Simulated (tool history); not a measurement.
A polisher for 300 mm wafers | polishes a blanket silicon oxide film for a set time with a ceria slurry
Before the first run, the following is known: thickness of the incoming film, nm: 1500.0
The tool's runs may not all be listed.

| run | day | flow of slurry (ml/min) | pressure of the wafer on the pad (psi) | speed of the pad under the wafer (cm/s) | polishing time (s) | film removed (Å) |
|---|---|---|---|---|---|---|
| 1 | 0.000 | 275 | 2.8 | 126 | 34 | 1632.90 |
| 2 | 0.238 | 275 | 2.8 | 126 | 34 | 1660.50 |
| 3 | 0.275 | 275 | 3.4 | 126 | 34 | 1963.10 |
| 4 | 0.633 | 250 | 3.4 | 126 | 34 | 1929.50 |
| 5 | 0.725 | 250 | 3.4 | 96 | 34 | 1531.60 |
| 6 | 1.021 | 240 | 2.9 | 86 | 34 | 1202.80 |
| 7 | 1.129 | 235 | 2.5 | 78 | 34 | 950.35 |
| 8 | 1.488 | 235 | 2.5 | 78 | 34 | 953.31 |
| 9 | 1.729 | 225 | 2.2 | 76 | 34 | 824.38 |
| 10 | 2.054 | 215 | 2.0 | 76 | 34 | 758.58 |
| 11 | 2.125 | 205 | 1.8 | 76 | 34 | 680.40 |

Run 12, settings as shown, results not yet in. Your forecast:
| 12 | 2.400 | 195 | 1.7 | 76 | 34 | ? |

{"run 12": {"film removed (Å)": 647.08}}

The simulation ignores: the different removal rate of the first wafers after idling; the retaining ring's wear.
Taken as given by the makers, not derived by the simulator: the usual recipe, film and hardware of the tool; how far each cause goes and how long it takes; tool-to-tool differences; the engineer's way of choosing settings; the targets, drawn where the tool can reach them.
